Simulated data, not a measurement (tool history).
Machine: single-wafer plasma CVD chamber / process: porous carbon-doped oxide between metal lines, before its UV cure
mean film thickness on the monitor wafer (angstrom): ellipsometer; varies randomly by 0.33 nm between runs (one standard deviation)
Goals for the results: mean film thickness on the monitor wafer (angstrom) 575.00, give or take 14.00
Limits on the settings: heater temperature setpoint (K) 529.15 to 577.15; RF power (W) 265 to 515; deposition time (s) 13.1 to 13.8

run	day	heater temperature setpoint (K)	RF power (W)	deposition time (s)	mean film thickness on the monitor wafer (angstrom)
1	0.000	553.15	390	13.8	686.38
2	0.296	561.15	390	13.8	655.23
3	0.429	566.15	390	13.8	641.61
4	0.588	566.15	390	13.8	636.17
5	0.917	567.15	385	13.8	625.56
6	1.250	568.15	380	13.8	617.05
7	1.600	569.15	380	13.8	610.44
8	1.646	570.15	380	13.8	614.27
9	1.950	571.15	375	13.8	605.33
10	2.196	572.15	375	13.8	593.38
11	2.254	573.15	375	13.8	590.01
# day 2.421: thermocouple changed; heater temperature recalibrated
12	2.421	575.15	375	13.8	603.41

Which single option among these 4 for the next run brings every result within its allowed miss of target? Just one does.
A	2.588	570.15	380	13.5	?
B	2.588	577.15	380	13.2	?
C	2.588	573.15	400	13.8	?
D	2.588	568.15	390	13.1	?

move	mean film thickness on the monitor wafer (angstrom)
A	615.72
B	578.55
C	646.33
D	619.42
A: lands further from the targets than the last run did
B: all results land within tolerance of their targets
C: lands further from the targets than the last run did
D: lands further from the targets than the last run did
Answer: B
